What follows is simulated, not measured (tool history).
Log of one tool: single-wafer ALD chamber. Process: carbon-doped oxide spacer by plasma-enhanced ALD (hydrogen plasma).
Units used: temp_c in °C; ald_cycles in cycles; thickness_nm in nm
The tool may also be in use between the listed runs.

run	day	temp_c	ald_cycles	thickness_nm
1	0	415	430	19.005
2	0.192	419	406	17.716
3	0.3	425	406	17.339
4	0.325	427	392	16.587
5	0.6	435	392	16.312
6	0.721	436	383	15.711

Forecast run 7:
7	0.8	437	379	?

thickness_nm: 15.45 nm
